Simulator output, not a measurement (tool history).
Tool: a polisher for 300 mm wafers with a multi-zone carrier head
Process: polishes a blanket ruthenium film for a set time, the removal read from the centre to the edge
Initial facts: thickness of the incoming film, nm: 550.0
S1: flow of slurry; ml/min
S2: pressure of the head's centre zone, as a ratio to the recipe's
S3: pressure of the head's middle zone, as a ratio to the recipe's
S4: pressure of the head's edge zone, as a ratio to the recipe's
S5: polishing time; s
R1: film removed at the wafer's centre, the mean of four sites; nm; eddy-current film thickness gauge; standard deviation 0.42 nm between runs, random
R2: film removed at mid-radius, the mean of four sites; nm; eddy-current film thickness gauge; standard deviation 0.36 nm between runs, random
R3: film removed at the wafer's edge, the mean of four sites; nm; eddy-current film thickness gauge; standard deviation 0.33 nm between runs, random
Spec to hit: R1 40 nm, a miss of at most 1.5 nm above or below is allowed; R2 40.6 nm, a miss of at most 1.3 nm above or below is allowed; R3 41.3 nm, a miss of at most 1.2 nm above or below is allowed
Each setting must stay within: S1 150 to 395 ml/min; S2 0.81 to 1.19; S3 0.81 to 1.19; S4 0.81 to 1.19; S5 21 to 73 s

run	hour	S1	S2	S3	S4	S5	R1	R2	R3
1	0	250	1	1	1	47	36.459	36.178	35.191
2	1.5	265	1	1.01	1.05	48	38.766	37.046	36.227
3	8.2	260	0.97	1	1.06	50	38.569	38.543	38.086
4	8.9	260	0.97	1	1.06	59	44.718	45.407	44.946
5	10.6	250	0.97	0.98	1.04	58	44.32	43.633	43.742
6	13.9	240	0.96	0.97	1.02	57	42.925	42.896	42.93
7	16.2	235	0.95	0.96	1.01	56	42.203	41.666	42.329
8	21.9	235	0.94	0.96	1.01	56	42.18	41.381	42.115

Which of these 4 next moves meets every target?
A	27.6	185	0.98	0.89	1.01	60	?	?	?
B	27.6	230	0.92	0.97	1.04	55	?	?	?
C	27.6	240	1.07	0.95	0.96	59	?	?	?
D	27.6	285	0.99	0.94	1.1	56	?	?	?

move	R1	R2	R3
A	45.353	40.611	43.81
B	40.761	40.948	41.34
C	49.133	43.326	42.991
D	44.781	41.42	43.835
A: the biggest miss grows against the last run
B: in spec on every target
C: the biggest miss grows against the last run
D: the biggest miss grows against the last run
B meets every target.
